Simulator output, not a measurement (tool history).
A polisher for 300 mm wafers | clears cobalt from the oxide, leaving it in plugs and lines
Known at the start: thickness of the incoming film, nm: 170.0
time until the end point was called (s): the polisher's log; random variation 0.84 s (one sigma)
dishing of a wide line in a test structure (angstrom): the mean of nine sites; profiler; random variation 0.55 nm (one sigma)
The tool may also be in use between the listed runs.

| run | hour | flow of slurry (ml/min) | pressure of the wafer on the pad (psi) | speed of the pad under the wafer (cm/s) | overpolish time after the end point (s) | time until the end point was called (s) | dishing of a wide line in a test structure (angstrom) |
|---|---|---|---|---|---|---|---|
| 1 | 0.0 | 270 | 1.5 | 102 | 12 | 47.678 | 326.32 |
| 2 | 4.3 | 320 | 1.5 | 102 | 12 | 48.664 | 330.45 |
| 3 | 8.5 | 320 | 1.5 | 102 | 16 | 46.462 | 427.11 |
| 4 | 13.6 | 275 | 1.5 | 102 | 16 | 49.018 | 402.93 |
| 5 | 18.1 | 325 | 1.5 | 102 | 16 | 47.246 | 401.58 |
| 6 | 23.3 | 385 | 1.5 | 102 | 16 | 46.995 | 404.28 |
| 7 | 30.2 | 385 | 1.4 | 102 | 16 | 49.387 | 394.39 |
| 8 | 36.8 | 385 | 1.3 | 102 | 16 | 53.399 | 364.80 |
| 9 | 42.7 | 385 | 1.2 | 102 | 16 | 56.412 | 355.16 |

The next listed run, before its measurement:
| 10 | 50.2 | 385 | 1.0 | 102 | 15 | ? | ? |

Run 10 gave time until the end point was called (s) 69.426, dishing of a wide line in a test structure (angstrom) 300.98.

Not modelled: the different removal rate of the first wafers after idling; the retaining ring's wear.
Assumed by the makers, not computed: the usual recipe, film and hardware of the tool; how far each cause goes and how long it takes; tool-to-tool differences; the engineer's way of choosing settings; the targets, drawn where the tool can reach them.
